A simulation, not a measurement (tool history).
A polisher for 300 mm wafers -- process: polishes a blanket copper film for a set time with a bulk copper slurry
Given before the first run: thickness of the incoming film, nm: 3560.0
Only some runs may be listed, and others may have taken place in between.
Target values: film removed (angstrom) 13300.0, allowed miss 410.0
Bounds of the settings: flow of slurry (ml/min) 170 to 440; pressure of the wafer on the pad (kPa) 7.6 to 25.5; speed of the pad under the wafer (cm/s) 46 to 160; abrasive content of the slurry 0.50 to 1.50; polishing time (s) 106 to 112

run    day  flow of slurry (ml/min)  pressure of the wafer on the pad (kPa)  speed of the pad under the wafer (cm/s)  abrasive content of the slurry  polishing time (s)  film removed (angstrom)
  1  0.000                      280                                    16.5                                      102                            1.00                 106                   7236.7
  2  0.338                      280                                    16.5                                      116                            1.00                 106                   8066.0
  3  0.604                      255                                    16.5                                      116                            1.00                 106                   8064.4
  4  0.758                      255                                    18.6                                      116                            1.00                 106                   8928.8
  5  0.829                      255                                    18.6                                      116                            1.15                 106                   9313.4
  6  1.033                      260                                    20.0                                      116                            1.15                 106                  10016.0
  7  1.217                      265                                    21.4                                      116                            1.15                 106                  10712.0
  8  1.533                      265                                    22.8                                      116                            1.15                 106                  11380.0
  9  1.696                      265                                    22.8                                      116                            1.15                 106                  11396.0
 10  1.892                      265                                    23.4                                      116                            1.15                 106                  11710.0
 11  2.146                      265                                    24.1                                      116                            1.15                 106                  12027.0
 12  2.442                      265                                    24.8                                      118                            1.15                 106                  12843.0

Exactly one of the 4 candidate moves below puts every result within its allowed miss. Which one?
  A  2.738                      275                                    25.5                                      122                            1.25                 111                        ?
  B  2.738                      350                                    24.1                                      130                            1.30                 106                        ?
  C  2.738                      225                                    25.5                                      124                            1.30                 110                        ?
  D  2.738                      265                                    22.8                                      134                            1.05                 109                        ?

move  film removed (angstrom)
   A                  14438.0
   B                  14304.0
   C                  14333.0
   D                  13191.0
A: takes the biggest miss from the last run beyond its target
B: takes the biggest miss from the last run beyond its target
C: takes the biggest miss from the last run beyond its target
D: meets every target
D meets every target.
